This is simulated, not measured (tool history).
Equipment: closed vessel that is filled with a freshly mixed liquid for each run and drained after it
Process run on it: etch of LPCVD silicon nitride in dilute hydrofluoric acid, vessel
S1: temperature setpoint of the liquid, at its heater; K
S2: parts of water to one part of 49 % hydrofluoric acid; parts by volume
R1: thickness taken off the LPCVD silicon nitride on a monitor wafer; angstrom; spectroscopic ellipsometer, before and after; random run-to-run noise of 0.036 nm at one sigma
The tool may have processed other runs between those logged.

{"run": 1, "hour": 0.0, "S1": 295.15, "S2": 70, "time in the liquid (s)": 975, "R1": 59.809}
{"run": 2, "hour": 1.6, "S1": 295.15, "S2": 55, "time in the liquid (s)": 975, "R1": 76.049}
{"run": 3, "hour": 3.4, "S1": 292.15, "S2": 55, "time in the liquid (s)": 975, "R1": 61.5}
{"run": 4, "hour": 6.0, "S1": 290.15, "S2": 55, "time in the liquid (s)": 975, "R1": 53.466}
{"run": 5, "hour": 12.5, "S1": 290.15, "S2": 40, "time in the liquid (s)": 975, "R1": 73.083}
{"run": 6, "hour": 19.8, "S1": 290.15, "S2": 30, "time in the liquid (s)": 975, "R1": 96.422}
{"run": 7, "hour": 26.5, "S1": 290.15, "S2": 30, "time in the liquid (s)": 975, "R1": 95.902}
{"run": 8, "hour": 29.0, "S1": 291.15, "S2": 30, "time in the liquid (s)": 975, "R1": 103.24}
{"run": 9, "hour": 29.7, "S1": 291.15, "S2": 30, "time in the liquid (s)": 975, "R1": 103.17}
{"run": 10, "hour": 31.4, "S1": 291.65, "S2": 30, "time in the liquid (s)": 975, "R1": 107.55}

What does the tool deliver on the next run?
{"run": 11, "hour": 37.1, "S1": 292.15, "S2": 30, "time in the liquid (s)": 975, "R1": "?"}

R1: 110.43 angstrom

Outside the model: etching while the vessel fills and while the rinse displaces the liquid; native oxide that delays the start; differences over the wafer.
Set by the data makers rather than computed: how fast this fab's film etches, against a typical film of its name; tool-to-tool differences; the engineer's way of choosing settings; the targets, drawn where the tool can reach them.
